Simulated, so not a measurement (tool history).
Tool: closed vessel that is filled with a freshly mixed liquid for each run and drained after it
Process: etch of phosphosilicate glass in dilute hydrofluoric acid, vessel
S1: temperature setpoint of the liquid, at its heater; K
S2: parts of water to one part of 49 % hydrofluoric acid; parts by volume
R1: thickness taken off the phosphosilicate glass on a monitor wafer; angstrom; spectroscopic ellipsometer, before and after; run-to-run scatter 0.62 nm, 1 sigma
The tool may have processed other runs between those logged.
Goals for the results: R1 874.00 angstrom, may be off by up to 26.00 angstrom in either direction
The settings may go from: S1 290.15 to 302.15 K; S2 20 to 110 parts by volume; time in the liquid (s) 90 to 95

{"run": 1, "hour": 0.0, "S1": 294.15, "S2": 60, "time in the liquid (s)": 90, "R1": 1153.2}
{"run": 2, "hour": 3.1, "S1": 294.15, "S2": 60, "time in the liquid (s)": 95, "R1": 1197.8}
{"run": 3, "hour": 7.7, "S1": 293.15, "S2": 60, "time in the liquid (s)": 95, "R1": 1154.5}
{"run": 4, "hour": 9.5, "S1": 292.65, "S2": 60, "time in the liquid (s)": 95, "R1": 1130.3}
{"run": 5, "hour": 11.9, "S1": 292.15, "S2": 60, "time in the liquid (s)": 95, "R1": 1110.8}
{"run": 6, "hour": 18.4, "S1": 291.65, "S2": 60, "time in the liquid (s)": 95, "R1": 1080.1}
{"run": 7, "hour": 20.7, "S1": 291.15, "S2": 60, "time in the liquid (s)": 95, "R1": 1061.1}
{"run": 8, "hour": 29.3, "S1": 290.65, "S2": 65, "time in the liquid (s)": 95, "R1": 951.95}
{"run": 9, "hour": 32.5, "S1": 290.15, "S2": 65, "time in the liquid (s)": 95, "R1": 939.83}

Of the 4 settings listed for the next run, only one would bring every result within its allowed miss of target. Which one?
{"run": "A", "hour": 35.7, "S1": 290.15, "S2": 60, "time in the liquid (s)": 95, "R1": "?"}
{"run": "B", "hour": 35.7, "S1": 290.15, "S2": 55, "time in the liquid (s)": 90, "R1": "?"}
{"run": "C", "hour": 35.7, "S1": 291.65, "S2": 65, "time in the liquid (s)": 90, "R1": "?"}
{"run": "D", "hour": 35.7, "S1": 290.15, "S2": 65, "time in the liquid (s)": 90, "R1": "?"}

move=A R1=1024.80
move=B R1=1065.00
move=C R1=950.40
move=D R1=891.27
A: the biggest miss grows against the last run
B: the biggest miss grows against the last run
C: the biggest miss grows against the last run
D: all results in spec
Move D is the one to make.

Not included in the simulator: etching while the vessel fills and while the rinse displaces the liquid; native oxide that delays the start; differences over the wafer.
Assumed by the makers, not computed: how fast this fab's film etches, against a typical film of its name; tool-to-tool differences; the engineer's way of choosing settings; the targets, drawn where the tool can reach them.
